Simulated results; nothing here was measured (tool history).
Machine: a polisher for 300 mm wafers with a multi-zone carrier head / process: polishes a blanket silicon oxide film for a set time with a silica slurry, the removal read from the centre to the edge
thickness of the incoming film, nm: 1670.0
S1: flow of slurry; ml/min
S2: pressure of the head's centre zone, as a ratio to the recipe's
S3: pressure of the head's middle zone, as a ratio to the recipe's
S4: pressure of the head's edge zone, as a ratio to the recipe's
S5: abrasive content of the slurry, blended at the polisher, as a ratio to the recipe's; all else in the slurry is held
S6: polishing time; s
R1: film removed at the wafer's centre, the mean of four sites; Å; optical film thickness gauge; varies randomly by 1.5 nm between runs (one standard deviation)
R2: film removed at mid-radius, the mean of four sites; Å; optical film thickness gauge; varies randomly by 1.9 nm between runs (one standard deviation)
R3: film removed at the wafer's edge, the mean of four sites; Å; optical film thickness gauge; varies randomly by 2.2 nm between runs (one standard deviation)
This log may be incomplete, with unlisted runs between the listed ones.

Run 1, hour 0.0: S1 155 ml/min, S2 1.00, S3 1.00, S4 1.00, S5 1.00, S6 85 s. Result: R1 2083.0 Å, R2 2045.8 Å, R3 2102.7 Å.
Run 2, hour 6.1: S1 155 ml/min, S2 1.00, S3 0.94, S4 1.00, S5 1.00, S6 85 s. Result: R1 2087.5 Å, R2 1922.7 Å, R3 2072.1 Å.
Run 3, hour 11.9: S1 150 ml/min, S2 0.97, S3 0.94, S4 0.97, S5 0.90, S6 85 s. Result: R1 1878.1 Å, R2 1795.7 Å, R3 1962.4 Å.
Run 4, hour 19.4: S1 150 ml/min, S2 0.97, S3 0.94, S4 0.94, S5 0.90, S6 85 s. Result: R1 1919.3 Å, R2 1799.0 Å, R3 2002.3 Å.
Run 5, hour 24.2: S1 155 ml/min, S2 0.97, S3 0.97, S4 0.95, S5 0.80, S6 83 s. Result: R1 1741.1 Å, R2 1748.0 Å, R3 1810.9 Å.
Run 6, hour 32.6: S1 155 ml/min, S2 0.97, S3 0.97, S4 0.95, S5 0.95, S6 83 s. Result: R1 1922.0 Å, R2 1934.3 Å, R3 1947.9 Å.
Run 7, hour 41.5: S1 160 ml/min, S2 0.95, S3 0.96, S4 0.94, S5 0.90, S6 82 s. Result: R1 1782.6 Å, R2 1814.0 Å, R3 1946.9 Å.
Run 8, hour 50.0: S1 150 ml/min, S2 0.95, S3 0.97, S4 0.94, S5 0.85, S6 82 s. Result: R1 1763.1 Å, R2 1764.0 Å, R3 1805.5 Å.
Run 9, hour 55.6: S1 145 ml/min, S2 0.92, S3 0.97, S4 0.94, S5 0.80, S6 82 s. Result: R1 1623.6 Å, R2 1690.7 Å, R3 1698.4 Å.
Run 10, hour 63.2: S1 140 ml/min, S2 0.90, S3 0.96, S4 0.94, S5 0.80, S6 82 s. Result: R1 1587.6 Å, R2 1676.0 Å, R3 1735.9 Å.
Run 11, hour 64.6: S1 135 ml/min, S2 0.89, S3 0.96, S4 0.94, S5 0.80, S6 82 s. Result: R1 1575.9 Å, R2 1658.3 Å, R3 1725.8 Å.
Run 12, hour 68.3: S1 130 ml/min, S2 0.88, S3 0.96, S4 0.94, S5 0.80, S6 82 s. Result: R1 1486.9 Å, R2 1624.8 Å, R3 1717.1 Å.

Run 13, settings as shown, results not yet in. Your forecast:
Run 13, hour 72.1: S1 115 ml/min, S2 0.89, S3 0.97, S4 0.84, S5 0.70, S6 82 s. Result: R1 ?, R2 ?, R3 ?.

{"run 13": {"R1": 1378.3, "R2": 1488.1, "R3": 1474.4}}

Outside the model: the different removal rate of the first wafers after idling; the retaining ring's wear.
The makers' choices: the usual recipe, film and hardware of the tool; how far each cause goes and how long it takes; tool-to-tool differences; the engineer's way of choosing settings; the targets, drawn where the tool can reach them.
